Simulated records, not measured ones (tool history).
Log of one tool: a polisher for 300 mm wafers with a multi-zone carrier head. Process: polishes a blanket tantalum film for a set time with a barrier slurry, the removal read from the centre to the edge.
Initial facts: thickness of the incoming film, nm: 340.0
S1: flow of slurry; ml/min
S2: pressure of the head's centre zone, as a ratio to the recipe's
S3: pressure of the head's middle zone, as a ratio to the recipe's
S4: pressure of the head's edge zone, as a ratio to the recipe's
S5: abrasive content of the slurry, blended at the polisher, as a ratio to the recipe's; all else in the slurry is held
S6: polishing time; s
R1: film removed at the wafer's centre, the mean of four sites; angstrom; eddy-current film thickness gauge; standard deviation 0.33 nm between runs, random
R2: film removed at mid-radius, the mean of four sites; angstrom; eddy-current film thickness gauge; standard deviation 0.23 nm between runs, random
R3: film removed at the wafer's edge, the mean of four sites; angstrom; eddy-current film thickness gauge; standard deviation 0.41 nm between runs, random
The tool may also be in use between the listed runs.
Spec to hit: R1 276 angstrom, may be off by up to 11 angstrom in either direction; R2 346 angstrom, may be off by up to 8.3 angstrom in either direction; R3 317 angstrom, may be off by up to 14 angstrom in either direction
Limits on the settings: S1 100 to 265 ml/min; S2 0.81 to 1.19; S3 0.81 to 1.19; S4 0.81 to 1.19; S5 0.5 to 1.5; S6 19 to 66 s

run    day   S1    S2    S3    S4    S5  S6      R1      R2      R3
  1      0  170     1     1     1     1  42  559.16  553.86  576.43
  2   0.15  170     1     1  1.05     1  42  552.34  558.72  578.03
  3  0.367  170     1     1  1.05     1  37  508.45   492.5  526.25
  4  0.633  170  0.94     1  1.05     1  37  462.48  498.32  514.37
  5  0.954  165  0.92  1.01     1   0.9  35  420.48  456.98  453.98
  6    1.3  165  0.92  1.01     1   0.9  42  503.15  549.64  552.74
  7  1.538  155  0.89  1.02  0.99   0.8  39  425.54  486.96  488.43
  8  1.675  150  0.87  1.03  0.96  0.75  37  386.59  458.47  439.09
  9  1.842  140  0.86  1.03  0.94   0.7  36  351.24  424.63  416.94
 10  2.217  180  0.87  1.08  0.84   0.5  27  242.82  304.39  261.79
 11  2.304  180  0.92  1.14  0.94   0.6  26  277.74  330.44  284.67
 12  2.392  180  0.92  1.14  0.94   0.6  26  269.98  328.68  279.24
 13  2.721  180  0.91  1.14  0.96   0.6  26  267.62  330.39  289.13
 14  3.062  180  0.91  1.14  0.98   0.6  26  268.28  332.89  294.66
 15  3.425  180  0.91  1.14  0.99   0.6  26  268.82  329.43  299.84
 16  3.525  180  0.91  1.15     1   0.6  26  266.34  331.89  291.95
 17  3.592  180  0.91  1.15  1.01   0.6  26  263.84  332.47   296.1
 18  3.617  180  0.91  1.15  1.02   0.6  26  267.35  333.11  294.52
 19  3.712  180  0.91  1.15  1.03   0.6  26  267.21   334.9  289.98

Which single option among these 4 for the next run brings every result within its allowed miss of target? Just one does.
  A  3.808  175  0.84  1.06   0.9   0.8  26   ?   ?   ?
  B  3.808  195  0.82  0.99  1.01  0.95  25   ?   ?   ?
  C  3.808  150  0.91  1.19  1.04   0.7  24   ?   ?   ?
  D  3.808  180  0.93   1.1  1.06  0.55  27   ?   ?   ?

move      R1      R2      R3
   A  272.36   345.9  316.99
   B  274.04  336.14  342.43
   C     254  329.05  292.52
   D  273.13  322.64  307.88
A: meets every target
B: carries the result that was furthest off beyond its target, to the other side
C: misses by more than the last run did
D: the worst result of the last run now meets its target, but another is out of spec
A is the move that brings every result within its allowed miss.
